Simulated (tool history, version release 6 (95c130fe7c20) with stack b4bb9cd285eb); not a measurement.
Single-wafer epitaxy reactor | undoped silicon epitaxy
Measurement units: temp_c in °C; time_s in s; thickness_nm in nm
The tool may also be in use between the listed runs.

run  hour  temp_c  time_s  thickness_nm
  1     0     650     270        45.395
  2   3.2     646     270        41.648
  3   5.4     652     270        47.655
  4     6     657     270        52.976
  5   9.8     662     270         59.34
  6  12.7     662     250        54.855
  7  20.3     662     250        54.801

Run 8, settings as shown, results not yet in. Your forecast:
  8  28.6     655     250             ?

{"run 8": {"thickness_nm": 47.214}}
